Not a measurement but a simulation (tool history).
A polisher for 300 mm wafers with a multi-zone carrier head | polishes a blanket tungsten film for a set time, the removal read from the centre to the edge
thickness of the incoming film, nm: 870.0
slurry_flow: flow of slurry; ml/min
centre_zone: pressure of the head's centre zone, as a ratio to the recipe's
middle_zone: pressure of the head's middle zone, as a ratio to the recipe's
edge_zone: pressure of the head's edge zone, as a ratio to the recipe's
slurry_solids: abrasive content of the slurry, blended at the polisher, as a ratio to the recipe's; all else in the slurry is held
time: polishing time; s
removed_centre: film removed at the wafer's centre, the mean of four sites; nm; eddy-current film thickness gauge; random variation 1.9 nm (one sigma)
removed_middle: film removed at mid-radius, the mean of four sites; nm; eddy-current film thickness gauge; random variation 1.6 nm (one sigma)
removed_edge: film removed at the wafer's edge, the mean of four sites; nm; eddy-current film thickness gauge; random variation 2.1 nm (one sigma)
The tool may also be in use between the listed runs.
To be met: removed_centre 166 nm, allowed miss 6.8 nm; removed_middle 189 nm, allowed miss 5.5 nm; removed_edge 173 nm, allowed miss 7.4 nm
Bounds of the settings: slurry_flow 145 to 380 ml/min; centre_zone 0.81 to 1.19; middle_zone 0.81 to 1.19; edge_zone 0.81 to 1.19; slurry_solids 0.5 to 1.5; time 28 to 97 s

Run 1, hour 0: slurry_flow 245 ml/min, centre_zone 1, middle_zone 1, edge_zone 1, slurry_solids 1, time 62 s. Result: removed_centre 265.81 nm, removed_middle 264.66 nm, removed_edge 272.92 nm.
Run 2, hour 8.8: slurry_flow 245 ml/min, centre_zone 1, middle_zone 1.05, edge_zone 1, slurry_solids 1, time 62 s. Result: removed_centre 265.94 nm, removed_middle 274.89 nm, removed_edge 268.14 nm.
Run 3, hour 15.9: slurry_flow 245 ml/min, centre_zone 1, middle_zone 1.05, edge_zone 1, slurry_solids 1, time 55 s. Result: removed_centre 242.5 nm, removed_middle 241.53 nm, removed_edge 237.09 nm.
Run 4, hour 22.6: slurry_flow 245 ml/min, centre_zone 1, middle_zone 1.09, edge_zone 1, slurry_solids 1, time 55 s. Result: removed_centre 238.13 nm, removed_middle 248.23 nm, removed_edge 243.71 nm.
Run 5, hour 26.1: slurry_flow 245 ml/min, centre_zone 0.98, middle_zone 1.08, edge_zone 0.97, slurry_solids 0.9, time 54 s. Result: removed_centre 230.01 nm, removed_middle 234.9 nm, removed_edge 225.42 nm.
Run 6, hour 26.8: slurry_flow 235 ml/min, centre_zone 0.95, middle_zone 1.09, edge_zone 0.96, slurry_solids 0.85, time 53 s. Result: removed_centre 210.59 nm, removed_middle 231.85 nm, removed_edge 215.04 nm.
Run 7, hour 34.1: slurry_flow 230 ml/min, centre_zone 0.93, middle_zone 1.07, edge_zone 0.94, slurry_solids 0.8, time 53 s. Result: removed_centre 209.02 nm, removed_middle 222.04 nm, removed_edge 209.34 nm.
Run 8, hour 41.4: slurry_flow 225 ml/min, centre_zone 0.91, middle_zone 1.07, edge_zone 0.93, slurry_solids 0.75, time 52 s. Result: removed_centre 195.1 nm, removed_middle 215.67 nm, removed_edge 204.38 nm.
Run 9, hour 44.6: slurry_flow 225 ml/min, centre_zone 0.9, middle_zone 1.07, edge_zone 0.91, slurry_solids 0.7, time 51 s. Result: removed_centre 187.67 nm, removed_middle 204.44 nm, removed_edge 195.75 nm.
Run 10, hour 47.1: slurry_flow 220 ml/min, centre_zone 0.89, middle_zone 1.08, edge_zone 0.89, slurry_solids 0.65, time 51 s. Result: removed_centre 179.14 nm, removed_middle 203.47 nm, removed_edge 188.09 nm.
Run 11, hour 50.6: slurry_flow 215 ml/min, centre_zone 0.89, middle_zone 1.08, edge_zone 0.88, slurry_solids 0.65, time 51 s. Result: removed_centre 179.39 nm, removed_middle 201.04 nm, removed_edge 188.74 nm.
Run 12, hour 53.8: slurry_flow 220 ml/min, centre_zone 0.88, middle_zone 1.09, edge_zone 0.82, slurry_solids 0.5, time 49 s. Result: removed_centre 158.97 nm, removed_middle 181.79 nm, removed_edge 156.86 nm.

4 next moves are on the table. One of them brings every result within its allowed miss. Which?
Run A, hour 57: slurry_flow 155 ml/min, centre_zone 0.85, middle_zone 0.93, edge_zone 1, slurry_solids 0.55, time 52 s. Result: removed_centre ?, removed_middle ?, removed_edge ?.
Run B, hour 57: slurry_flow 180 ml/min, centre_zone 0.83, middle_zone 1.02, edge_zone 0.81, slurry_solids 0.5, time 54 s. Result: removed_centre ?, removed_middle ?, removed_edge ?.
Run C, hour 57: slurry_flow 215 ml/min, centre_zone 1.03, middle_zone 1.06, edge_zone 0.81, slurry_solids 0.5, time 47 s. Result: removed_centre ?, removed_middle ?, removed_edge ?.
Run D, hour 57: slurry_flow 240 ml/min, centre_zone 0.82, middle_zone 1.06, edge_zone 0.86, slurry_solids 0.5, time 49 s. Result: removed_centre ?, removed_middle ?, removed_edge ?.

move  removed_centre  removed_middle  removed_edge
   A          165.52          175.62        185.41
   B          166.62          188.87        171.87
   C          167.64           170.3           151
   D          153.72          179.07        162.34
A: takes the result that was furthest off past its target
B: meets every target
C: further off than the last run
D: nearer than the last run, and not there yet
Answer: B
